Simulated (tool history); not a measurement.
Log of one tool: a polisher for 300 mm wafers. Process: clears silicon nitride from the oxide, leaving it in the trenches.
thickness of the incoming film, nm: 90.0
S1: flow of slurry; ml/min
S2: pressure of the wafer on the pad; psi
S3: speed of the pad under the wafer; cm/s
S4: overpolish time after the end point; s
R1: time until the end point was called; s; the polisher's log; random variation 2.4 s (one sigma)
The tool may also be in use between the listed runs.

{"run": 1, "day": 0.0, "S1": 270, "S2": 2.4, "S3": 120, "S4": 30, "R1": 131.23}
{"run": 2, "day": 0.325, "S1": 270, "S2": 2, "S3": 116, "S4": 30, "R1": 162.61}
{"run": 3, "day": 0.421, "S1": 210, "S2": 2, "S3": 116, "S4": 30, "R1": 166.17}
{"run": 4, "day": 0.65, "S1": 210, "S2": 2.5, "S3": 116, "S4": 30, "R1": 132.45}
{"run": 5, "day": 0.704, "S1": 210, "S2": 2.1, "S3": 114, "S4": 30, "R1": 158.49}
{"run": 6, "day": 1.079, "S1": 210, "S2": 1.8, "S3": 114, "S4": 30, "R1": 186.13}
{"run": 7, "day": 1.342, "S1": 210, "S2": 1.6, "S3": 114, "S4": 30, "R1": 203.93}
{"run": 8, "day": 1.688, "S1": 210, "S2": 1.5, "S3": 114, "S4": 30, "R1": 218.29}

Run 9 comes next. What will it give?
{"run": 9, "day": 1.829, "S1": 210, "S2": 1.4, "S3": 114, "S4": 30, "R1": "?"}

Run 9 gave R1 230.55 s.
